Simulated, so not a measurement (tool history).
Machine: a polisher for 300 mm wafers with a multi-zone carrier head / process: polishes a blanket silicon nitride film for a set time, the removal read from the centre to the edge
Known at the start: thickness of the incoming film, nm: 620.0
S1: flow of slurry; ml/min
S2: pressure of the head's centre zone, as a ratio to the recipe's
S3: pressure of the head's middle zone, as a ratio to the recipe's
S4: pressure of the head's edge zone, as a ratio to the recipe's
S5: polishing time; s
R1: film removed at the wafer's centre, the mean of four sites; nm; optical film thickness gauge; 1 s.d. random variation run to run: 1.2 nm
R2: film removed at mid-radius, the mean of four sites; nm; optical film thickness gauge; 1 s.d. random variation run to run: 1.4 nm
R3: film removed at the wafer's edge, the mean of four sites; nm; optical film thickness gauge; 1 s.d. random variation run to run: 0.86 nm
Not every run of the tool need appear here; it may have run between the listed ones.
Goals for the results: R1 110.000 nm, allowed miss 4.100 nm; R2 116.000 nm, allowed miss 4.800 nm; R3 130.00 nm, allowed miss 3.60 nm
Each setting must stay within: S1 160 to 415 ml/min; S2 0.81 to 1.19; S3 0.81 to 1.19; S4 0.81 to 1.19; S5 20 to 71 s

run 1 day=0.000 | S1=265 S2=1.00 S3=1.00 S4=1.00 S5=45 | R1=99.246 R2=98.453 R3=100.01
run 2 day=0.317 | S1=270 S2=0.98 S3=1.00 S4=1.06 S5=48 | R1=100.820 R2=104.190 R3=109.04
run 3 day=0.488 | S1=270 S2=0.90 S3=1.00 S4=1.06 S5=48 | R1=95.296 R2=104.050 R3=109.51
run 4 day=0.821 | S1=270 S2=0.90 S3=1.08 S4=1.06 S5=48 | R1=93.238 R2=112.360 R3=109.17
run 5 day=1.012 | S1=280 S2=0.92 S3=1.05 S4=1.10 S5=50 | R1=100.000 R2=113.650 R3=116.21
run 6 day=1.088 | S1=280 S2=0.87 S3=1.05 S4=1.10 S5=50 | R1=95.949 R2=110.880 R3=116.36
run 7 day=1.242 | S1=290 S2=0.89 S3=1.04 S4=1.12 S5=51 | R1=100.960 R2=116.830 R3=118.77
run 8 day=1.567 | S1=275 S2=0.89 S3=1.01 S4=1.13 S5=52 | R1=100.480 R2=114.910 R3=123.61
run 9 day=1.625 | S1=285 S2=0.91 S3=0.99 S4=1.14 S5=52 | R1=105.320 R2=113.580 R3=123.97
run 10 day=1.704 | S1=290 S2=0.91 S3=0.98 S4=1.15 S5=52 | R1=103.420 R2=110.330 R3=124.17

Which one of the following 5 next-run settings gets every result inside its allowed miss? There is exactly one.
run A day=1.783 | S1=345 S2=0.93 S3=1.00 S4=1.10 S5=59 | R1=? R2=? R3=?
run B day=1.783 | S1=315 S2=1.05 S3=0.98 S4=1.07 S5=53 | R1=? R2=? R3=?
run C day=1.783 | S1=345 S2=0.87 S3=0.88 S4=1.03 S5=57 | R1=? R2=? R3=?
run D day=1.783 | S1=385 S2=0.94 S3=0.86 S4=1.07 S5=52 | R1=? R2=? R3=?
run E day=1.783 | S1=370 S2=0.97 S3=0.85 S4=1.10 S5=55 | R1=? R2=? R3=?

move=A R1=122.790 R2=131.640 R3=139.63
move=B R1=123.620 R2=115.350 R3=123.04
move=C R1=110.820 R2=114.500 R3=130.76
move=D R1=110.290 R2=103.320 R3=122.36
move=E R1=120.010 R2=107.920 R3=130.96
A: takes the result that was furthest off past its target
B: further off than the last run
C: all results land within tolerance of their targets
D: further off than the last run
E: brings the result that was furthest off to its target, and leaves another outside
The right move is C.
